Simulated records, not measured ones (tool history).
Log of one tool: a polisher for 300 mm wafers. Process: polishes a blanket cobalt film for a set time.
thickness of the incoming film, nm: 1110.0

run    day  flow of slurry (ml/min)  pressure of the wafer on the pad (kPa)  speed of the pad under the wafer (cm/s)  polishing time (s)  film removed (nm)
  1      0                      130                                    13.8                                       84                  42             172.26
  2  0.283                      150                                    13.8                                       84                  42              171.3
  3    0.4                      150                                      11                                       84                  42              144.9
  4    0.7                      150                                      11                                      104                  42             168.24
  5  0.788                      150                                      11                                      122                  42                191
  6   1.05                      150                                     8.3                                      122                  42              146.2
  7  1.217                      145                                     8.3                                      122                  42             143.63

The next listed run, before its measurement:
  8  1.346                      140                                     8.3                                      122                  42                  ?

film removed (nm): 143.18

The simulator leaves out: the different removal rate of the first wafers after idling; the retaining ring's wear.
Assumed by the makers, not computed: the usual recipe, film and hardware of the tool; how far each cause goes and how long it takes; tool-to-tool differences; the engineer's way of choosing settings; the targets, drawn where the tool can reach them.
